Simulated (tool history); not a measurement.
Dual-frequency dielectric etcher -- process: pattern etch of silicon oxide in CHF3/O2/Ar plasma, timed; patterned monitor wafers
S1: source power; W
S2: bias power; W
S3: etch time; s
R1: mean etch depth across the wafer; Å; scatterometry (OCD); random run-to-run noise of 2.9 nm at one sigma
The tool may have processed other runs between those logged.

run 1 hour=0.0 | S1=510 S2=132 S3=368.0 | R1=6735.3
run 2 hour=2.3 | S1=560 S2=132 S3=368.0 | R1=7000.7
run 3 hour=4.7 | S1=560 S2=140 S3=368.0 | R1=7134.2
run 4 hour=9.9 | S1=530 S2=138 S3=367.5 | R1=6946.4
run 5 hour=17.0 | S1=500 S2=136 S3=367.0 | R1=6772.8
run 6 hour=18.7 | S1=480 S2=134 S3=366.5 | R1=6584.2

Run 7, settings as shown, results not yet in. Your forecast:
-- hour=24.0 source power generator calibrated
run 7 hour=24.0 | S1=460 S2=133 S3=366.0 | R1=?

Run 7 measured R1 6361.4 Å.
